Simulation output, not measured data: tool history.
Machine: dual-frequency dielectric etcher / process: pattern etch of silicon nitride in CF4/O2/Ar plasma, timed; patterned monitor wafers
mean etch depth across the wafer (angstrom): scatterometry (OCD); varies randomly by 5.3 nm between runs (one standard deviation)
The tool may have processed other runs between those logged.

run,hour,source power (W),bias power (W),Ar flow (sccm),CF4 flow (sccm),etch time (s),mean etch depth across the wafer (angstrom)
1,0.0,420,47,138,136,531.5,8429.4
2,8.1,410,47,138,136,531.5,8371.8
3,9.2,470,47,138,136,531.5,9643.9
4,12.2,440,47,138,136,531.5,8908.6
5,18.2,400,47,138,136,531.5,8084.8
6,26.6,400,47,138,136,531.5,8070.8

The next listed run, before its measurement:
7,27.4,370,47,138,136,531.5,?

Run 7 came out at mean etch depth across the wafer (angstrom) 7422.7.

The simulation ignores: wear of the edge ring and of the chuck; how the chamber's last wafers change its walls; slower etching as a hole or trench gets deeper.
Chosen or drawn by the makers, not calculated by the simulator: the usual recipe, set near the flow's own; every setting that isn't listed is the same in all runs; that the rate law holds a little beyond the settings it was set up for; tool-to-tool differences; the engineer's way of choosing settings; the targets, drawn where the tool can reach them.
